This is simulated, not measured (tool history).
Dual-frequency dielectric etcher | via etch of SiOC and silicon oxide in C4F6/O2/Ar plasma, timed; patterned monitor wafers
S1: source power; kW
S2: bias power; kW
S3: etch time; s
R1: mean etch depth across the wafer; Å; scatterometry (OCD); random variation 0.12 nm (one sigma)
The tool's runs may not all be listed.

run	hour	S1	S2	S3	R1
1	0.0	0.250	0.161	32.5	277.50
2	1.6	0.220	0.161	32.5	260.60
3	5.2	0.240	0.161	32.5	271.79
4	13.9	0.250	0.162	32.5	278.92
5	21.4	0.260	0.162	32.5	284.81
6	25.3	0.270	0.162	32.5	288.54
7	33.3	0.270	0.162	32.5	292.41
8	40.0	0.280	0.162	32.5	296.31

Forecast run 9:
9	42.3	0.290	0.163	32.5	?

R1: 299.66 Å
